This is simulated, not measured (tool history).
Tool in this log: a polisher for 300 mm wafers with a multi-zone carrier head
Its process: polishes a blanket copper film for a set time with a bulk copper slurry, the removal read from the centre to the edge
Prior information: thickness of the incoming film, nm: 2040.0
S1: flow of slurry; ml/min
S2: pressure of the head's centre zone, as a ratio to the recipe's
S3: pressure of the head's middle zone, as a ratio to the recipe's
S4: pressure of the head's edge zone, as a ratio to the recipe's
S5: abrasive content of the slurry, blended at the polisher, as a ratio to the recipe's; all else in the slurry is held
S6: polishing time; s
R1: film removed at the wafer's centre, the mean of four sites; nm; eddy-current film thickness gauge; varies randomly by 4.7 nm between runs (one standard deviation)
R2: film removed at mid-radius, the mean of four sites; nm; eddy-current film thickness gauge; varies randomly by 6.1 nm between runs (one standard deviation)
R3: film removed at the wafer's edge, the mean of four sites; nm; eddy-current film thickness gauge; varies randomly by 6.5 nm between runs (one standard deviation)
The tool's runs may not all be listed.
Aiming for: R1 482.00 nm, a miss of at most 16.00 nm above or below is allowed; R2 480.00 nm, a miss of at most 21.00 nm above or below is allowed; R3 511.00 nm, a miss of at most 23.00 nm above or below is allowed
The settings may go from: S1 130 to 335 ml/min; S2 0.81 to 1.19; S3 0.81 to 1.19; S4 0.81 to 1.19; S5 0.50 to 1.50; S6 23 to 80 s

run,hour,S1,S2,S3,S4,S5,S6,R1,R2,R3
1,0.0,215,1.00,1.00,1.00,1.00,51,837.72,842.46,840.00
2,5.3,215,1.00,1.00,1.00,1.00,45,739.10,753.14,754.85
3,6.7,210,0.98,0.96,0.96,0.85,41,615.62,631.86,647.33
4,8.8,210,0.98,1.03,0.96,0.85,41,624.74,676.59,635.72
5,9.4,205,0.98,0.98,0.93,0.75,40,576.03,602.12,610.42
6,17.2,205,0.98,1.03,0.93,0.75,40,585.55,615.75,603.66
7,22.8,200,0.98,1.01,0.91,0.65,39,543.13,562.25,552.46
8,30.6,185,0.97,0.98,0.89,0.60,39,510.95,518.22,523.78
9,38.3,175,0.96,0.97,0.90,0.60,39,499.24,513.75,521.28
10,46.3,165,0.96,0.95,0.90,0.60,39,498.07,502.77,508.74

Below are 4 possible settings for the next run. Only one of them brings all results inside the allowed miss of their targets. Which is it?
A,54.3,130,1.03,1.05,0.85,0.60,39,?,?,?
B,54.3,185,0.94,0.90,0.89,0.55,39,?,?,?
C,54.3,210,1.00,0.84,0.88,0.55,39,?,?,?
D,54.3,130,0.97,1.03,0.84,0.70,39,?,?,?

move,R1,R2,R3
A,502.61,522.73,489.15
B,485.33,481.87,511.36
C,528.46,464.57,517.47
D,497.22,540.71,512.10
A: lands further from the targets than the last run did
B: in spec on every target
C: the furthest-off result lands on target, but another misses its tolerance
D: lands further from the targets than the last run did
The right move is B.

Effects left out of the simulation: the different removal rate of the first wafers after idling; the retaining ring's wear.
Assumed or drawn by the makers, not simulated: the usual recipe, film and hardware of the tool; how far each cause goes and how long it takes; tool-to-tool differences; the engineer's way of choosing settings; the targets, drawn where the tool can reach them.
